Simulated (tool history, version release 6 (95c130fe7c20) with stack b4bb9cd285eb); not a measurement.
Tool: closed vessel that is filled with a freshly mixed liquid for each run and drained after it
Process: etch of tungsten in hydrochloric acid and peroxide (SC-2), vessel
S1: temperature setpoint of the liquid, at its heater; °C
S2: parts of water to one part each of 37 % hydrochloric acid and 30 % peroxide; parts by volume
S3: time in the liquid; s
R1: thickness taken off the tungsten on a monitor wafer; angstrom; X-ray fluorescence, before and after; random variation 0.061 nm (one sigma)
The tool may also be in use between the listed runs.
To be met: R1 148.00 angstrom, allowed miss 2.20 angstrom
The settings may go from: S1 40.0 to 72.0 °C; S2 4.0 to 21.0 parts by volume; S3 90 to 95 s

run   hour    S1    S2  S3      R1
  1    0.0  56.0  11.5  90  382.32
  2    7.8  52.5  11.5  90  304.17
  3   13.2  52.5   7.0  90  456.73
  4   19.5  49.5   8.0  90  337.36
  5   20.6  49.5   8.0  90  334.60
  6   28.3  47.5   8.5  90  279.11
  7   37.2  40.0  10.5  90  140.27
  8   41.2  41.0  10.5  90  149.58
  9   47.2  41.0  10.5  90  150.76
 10   50.9  40.5  10.5  90  144.70
 11   56.0  41.0  10.5  90  150.20
 12   64.7  40.5  10.5  90  145.05
 13   72.5  41.0  10.5  90  149.62
 14   75.6  40.5  10.5  90  146.16
 15   83.5  41.0  10.5  90  150.90
 16   91.4  40.5  10.5  90  145.01
 17   95.6  41.0  10.5  90  150.39
 18   98.3  40.5  10.5  90  145.22
     103.4  -- new drum of peroxide connected
 19  103.4  41.0  10.5  90  160.37
 20  112.4  40.5  10.5  90  155.24
 21  117.2  40.5  10.5  90  155.52

4 next moves are on the table. One of them brings every result within its allowed miss. Which?
  A  122.0  41.5  11.5  95   ?
  B  122.0  41.0  11.5  90   ?
  C  122.0  41.5  11.0  90   ?
  D  122.0  42.0  11.5  95   ?

move      R1
   A  163.60
   B  149.63
   C  160.95
   D  169.44
A: further off than the last run
B: meets every target
C: further off than the last run
D: further off than the last run
Answer: B
